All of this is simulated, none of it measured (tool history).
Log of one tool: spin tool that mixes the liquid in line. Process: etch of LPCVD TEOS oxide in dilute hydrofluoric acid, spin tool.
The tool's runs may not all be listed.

run,hour,temperature setpoint of the liquid (°C),parts of water to one part of 49 % hydrofluoric acid (parts by volume),time under the liquid (s),thickness taken off the LPCVD TEOS oxide on a monitor wafer (angstrom)
1,0.0,25.0,220,210,215.23
2,2.4,25.0,160,210,317.90
3,8.6,21.5,160,210,274.38
4,13.2,24.5,160,210,311.79
5,17.6,23.5,165,210,288.16
6,24.3,22.5,170,210,267.75

The next listed run, before its measurement:
7,26.9,22.0,170,210,?

Run 7 gave thickness taken off the LPCVD TEOS oxide on a monitor wafer (angstrom) 262.89.
